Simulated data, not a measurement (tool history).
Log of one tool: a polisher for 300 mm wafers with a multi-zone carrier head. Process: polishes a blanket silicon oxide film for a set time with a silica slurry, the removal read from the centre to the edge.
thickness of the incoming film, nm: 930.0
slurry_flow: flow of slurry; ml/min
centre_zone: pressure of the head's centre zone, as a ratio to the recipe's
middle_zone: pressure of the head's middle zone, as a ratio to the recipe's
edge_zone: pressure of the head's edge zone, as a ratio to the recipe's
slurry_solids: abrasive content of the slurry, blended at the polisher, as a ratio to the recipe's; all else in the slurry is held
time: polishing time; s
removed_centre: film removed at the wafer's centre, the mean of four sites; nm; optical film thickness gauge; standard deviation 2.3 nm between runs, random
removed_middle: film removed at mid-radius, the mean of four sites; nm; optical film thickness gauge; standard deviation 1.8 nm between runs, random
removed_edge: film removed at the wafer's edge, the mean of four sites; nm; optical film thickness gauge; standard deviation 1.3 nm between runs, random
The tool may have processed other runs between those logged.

run	hour	slurry_flow	centre_zone	middle_zone	edge_zone	slurry_solids	time	removed_centre	removed_middle	removed_edge
1	0.0	185	1.00	1.00	1.00	1.00	48	164.89	163.75	164.68
2	1.7	195	1.00	1.00	1.04	1.05	48	165.41	162.98	170.81
3	8.0	195	1.00	0.94	1.04	1.05	48	164.78	155.97	169.43
4	12.6	195	1.00	0.94	0.97	1.05	48	161.93	155.52	164.94
5	14.3	195	1.00	0.94	0.97	1.20	48	171.58	160.18	171.71
6	21.6	165	1.00	0.94	0.97	1.20	48	167.86	157.56	168.69
7	23.3	215	1.05	1.04	1.07	1.40	48	188.27	185.40	189.97
8	25.4	220	1.05	1.04	1.09	1.40	48	185.64	189.25	188.95
9	27.5	220	1.05	1.02	1.10	1.40	49	194.89	183.74	194.90

Run 10 comes next. What will it give?
10	28.8	225	1.04	1.03	1.12	1.40	49	?	?	?

{"run 10": {"removed_centre": 192.24, "removed_middle": 190.27, "removed_edge": 199.01}}
